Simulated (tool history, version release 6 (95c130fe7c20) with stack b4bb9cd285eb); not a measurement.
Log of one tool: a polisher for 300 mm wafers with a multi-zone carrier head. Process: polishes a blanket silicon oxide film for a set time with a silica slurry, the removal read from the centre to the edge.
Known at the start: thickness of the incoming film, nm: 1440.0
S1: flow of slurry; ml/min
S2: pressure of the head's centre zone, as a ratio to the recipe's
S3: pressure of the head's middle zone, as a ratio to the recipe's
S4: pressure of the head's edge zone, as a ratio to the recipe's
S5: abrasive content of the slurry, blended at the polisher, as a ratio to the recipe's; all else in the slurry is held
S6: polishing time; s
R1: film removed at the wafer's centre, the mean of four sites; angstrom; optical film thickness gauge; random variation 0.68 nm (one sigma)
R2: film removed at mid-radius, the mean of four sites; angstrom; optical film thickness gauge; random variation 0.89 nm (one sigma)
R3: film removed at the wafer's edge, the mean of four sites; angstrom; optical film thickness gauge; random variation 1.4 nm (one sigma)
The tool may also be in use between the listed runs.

{"run": 1, "hour": 0.0, "S1": 210, "S2": 1, "S3": 1, "S4": 1, "S5": 1, "S6": 50, "R1": 1856.2, "R2": 1842.2, "R3": 1855.3}
{"run": 2, "hour": 2.2, "S1": 210, "S2": 1, "S3": 1, "S4": 1.07, "S5": 1, "S6": 50, "R1": 1848.8, "R2": 1843.8, "R3": 1952.4}
{"run": 3, "hour": 6.1, "S1": 195, "S2": 0.95, "S3": 0.96, "S4": 1.04, "S5": 0.85, "S6": 49, "R1": 1553.1, "R2": 1599, "R3": 1706.3}
{"run": 4, "hour": 11.1, "S1": 185, "S2": 0.92, "S3": 0.92, "S4": 1.02, "S5": 0.8, "S6": 49, "R1": 1463.3, "R2": 1491.9, "R3": 1598.2}
{"run": 5, "hour": 17.6, "S1": 185, "S2": 0.99, "S3": 0.92, "S4": 1.02, "S5": 0.8, "S6": 49, "R1": 1548.3, "R2": 1494.6, "R3": 1642.8}
{"run": 6, "hour": 25.2, "S1": 185, "S2": 0.99, "S3": 1, "S4": 1.02, "S5": 0.8, "S6": 49, "R1": 1550.6, "R2": 1586.8, "R3": 1610.8}
{"run": 7, "hour": 25.9, "S1": 175, "S2": 0.95, "S3": 0.96, "S4": 1.01, "S5": 0.75, "S6": 49, "R1": 1428.3, "R2": 1467.2, "R3": 1554.8}

The next listed run, before its measurement:
{"run": 8, "hour": 31.0, "S1": 165, "S2": 0.92, "S3": 0.93, "S4": 0.99, "S5": 0.7, "S6": 49, "R1": "?", "R2": "?", "R3": "?"}

R1: 1327 angstrom
R2: 1376.2 angstrom
R3: 1450.2 angstrom
